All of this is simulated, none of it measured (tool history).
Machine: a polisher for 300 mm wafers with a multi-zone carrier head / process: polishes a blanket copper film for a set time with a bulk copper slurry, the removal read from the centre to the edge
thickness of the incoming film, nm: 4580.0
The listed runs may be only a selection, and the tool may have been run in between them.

run  hour  flow of slurry (ml/min)  pressure of the head's centre zone  pressure of the head's middle zone  pressure of the head's edge zone  abrasive content of the slurry  polishing time (s)  film removed at the wafer's centre (angstrom)  film removed at mid-radius (angstrom)  film removed at the wafer's edge (angstrom)
  1     0                      245                                   1                                   1                                 1                               1                  47                                         2881.7                                 2910.8                                       3012.6
  2   7.2                      245                                1.01                                0.99                              0.98                             0.9                  45                                         2780.1                                 2727.4                                       2781.9
  3   9.5                      245                                1.01                                0.97                              0.96                            0.85                  44                                         2627.9                                 2538.4                                       2631.5
  4  17.5                      290                                1.01                                0.97                              0.96                            0.85                  44                                         2722.5                                 2590.6                                       2713.8
  5  22.7                      280                                1.01                                0.96                              0.94                             0.8                  43                                         2625.1                                 2519.3                                       2631.5
  6  28.2                      270                                1.02                                0.95                              0.93                            0.75                  42                                         2536.4                                 2427.2                                       2464.5
  7  36.6                      265                                1.03                                0.93                              0.92                             0.7                  41                                         2432.4                                 2260.7                                       2315.2
  8  42.1                      255                                1.03                                0.91                              0.91                             0.7                  41                                         2417.8                                 2164.7                                       2309.5
  9  50.3                      245                                1.03                                 0.9                               0.9                            0.65                  41                                         2380.4                                 2088.9                                       2293.9
 10  51.1                      240                                1.03                                 0.9                              0.89                            0.65                  40                                         2339.5                                 2040.6                                       2171.9
 11  55.3                      235                                1.02                                 0.9                              0.88                            0.65                  40                                         2258.4                                 2049.7                                       2252.9
 12    58                      235                                1.03                                 0.9                              0.88                            0.65                  39                                         2248.9                                 2026.6                                       2126.4
 13  64.9                      230                                1.03                                 0.9                              0.87                            0.65                  39                                           2249                                 1956.4                                       2092.8
 14  70.6                      225                                1.03                                 0.9                              0.86                            0.65                  39                                         2228.8                                 2005.7                                       2067.4
 15  76.3                      220                                1.03                                 0.9                              0.85                            0.65                  39                                         2219.2                                 1997.9                                       2090.6
 16  80.8                      215                                1.03                                 0.9                              0.84                            0.65                  39                                         2220.6                                 1995.5                                       2059.3
 17  88.9                      210                                1.03                                 0.9                              0.84                            0.65                  39                                         2190.9                                   2020                                       2032.9

What will run 18 give?
 18  89.7                      205                                1.03                                0.89                              0.84                            0.65                  39                                              ?                                      ?                                            ?

film removed at the wafer's centre (angstrom): 2215
film removed at mid-radius (angstrom): 1928.8
film removed at the wafer's edge (angstrom): 2086.6

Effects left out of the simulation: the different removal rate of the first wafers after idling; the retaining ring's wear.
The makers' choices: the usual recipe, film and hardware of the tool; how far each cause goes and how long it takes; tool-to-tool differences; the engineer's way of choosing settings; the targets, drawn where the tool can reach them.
